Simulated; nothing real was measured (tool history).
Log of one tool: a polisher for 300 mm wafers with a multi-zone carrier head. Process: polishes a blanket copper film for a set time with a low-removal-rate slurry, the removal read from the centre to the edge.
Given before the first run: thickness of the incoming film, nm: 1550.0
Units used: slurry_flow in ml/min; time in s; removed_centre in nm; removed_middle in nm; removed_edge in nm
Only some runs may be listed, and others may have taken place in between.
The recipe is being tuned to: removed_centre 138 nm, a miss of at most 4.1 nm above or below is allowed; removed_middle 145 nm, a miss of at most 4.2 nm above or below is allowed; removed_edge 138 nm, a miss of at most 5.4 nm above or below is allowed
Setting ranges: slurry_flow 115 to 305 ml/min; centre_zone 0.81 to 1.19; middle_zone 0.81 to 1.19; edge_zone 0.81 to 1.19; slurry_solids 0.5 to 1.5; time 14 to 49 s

run,hour,slurry_flow,centre_zone,middle_zone,edge_zone,slurry_solids,time,removed_centre,removed_middle,removed_edge
1,0,195,1,1,1,1,31,94.755,97.448,96.477
2,8,195,0.95,1,1,1,31,87.653,96.568,95.256
3,14.4,200,0.97,1.02,1.03,1.1,32,96.619,102.5,99.319
4,18,195,0.97,1.02,1.03,1.15,34,101.98,111.19,108.92
5,22.5,195,1.05,1.02,1.03,1.15,34,108.01,111.42,109.36
# hour 24.5: slurry nozzle cleaned
6,24.5,195,1.06,1.03,1.04,1.2,35,121.03,121.18,117.53
7,29,190,1.06,1.04,1.06,1.25,35,122.1,123.85,119.08
8,33.3,185,1.06,1.05,1.08,1.3,35,121.02,124.23,119.24
9,40.9,240,1.07,1.1,1.18,1.5,36,133.53,139.96,135.74

Exactly one of the 4 candidate moves below puts every result within its allowed miss. Which one?
A,48.5,225,1.05,1.06,1.19,1.45,36,?,?,?
B,48.5,225,1.08,1.12,1.19,1.5,37,?,?,?
C,48.5,260,1.01,1.07,1.19,1.5,37,?,?,?
D,48.5,260,1.16,0.96,1.19,1.35,36,?,?,?

move,removed_centre,removed_middle,removed_edge
A,129.26,136.25,134.73
B,136.97,146.45,139.21
C,131.58,144.08,140.93
D,141.52,127.61,134.79
A: further off than the last run
B: all results land within tolerance of their targets
C: brings the last run's worst result on target, with another outside its allowed miss
D: further off than the last run
Answer: B
